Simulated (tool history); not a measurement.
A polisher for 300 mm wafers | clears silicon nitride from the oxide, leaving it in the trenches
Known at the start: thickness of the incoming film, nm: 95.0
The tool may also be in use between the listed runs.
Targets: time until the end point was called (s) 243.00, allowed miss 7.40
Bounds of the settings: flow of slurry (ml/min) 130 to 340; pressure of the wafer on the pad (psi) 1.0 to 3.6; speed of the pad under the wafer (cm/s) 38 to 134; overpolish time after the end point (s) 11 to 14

run,hour,flow of slurry (ml/min),pressure of the wafer on the pad (psi),speed of the pad under the wafer (cm/s),overpolish time after the end point (s),time until the end point was called (s)
1,0.0,220,2.3,86,14,119.85
2,4.8,220,2.1,84,14,132.47
3,8.1,220,1.8,84,14,153.26
4,11.4,220,1.8,64,14,197.27
5,18.5,220,1.8,74,14,170.74
6,23.3,220,1.7,74,14,183.84
7,25.9,220,1.6,74,14,193.92
8,30.5,220,1.5,74,14,204.31
9,31.2,210,1.1,74,14,279.75

4 next moves are on the table. One of them brings every result within its allowed miss. Which?
A,31.9,180,1.4,68,11,?
B,31.9,245,1.8,44,14,?
C,31.9,295,1.3,64,14,?
D,31.9,235,1.5,66,14,?

move,time until the end point was called (s)
A,242.61
B,266.57
C,259.81
D,225.73
A: meets every target
B: nearer than the last run, and not there yet
C: nearer than the last run, and not there yet
D: takes the result that was furthest off past its target
The right move is A.
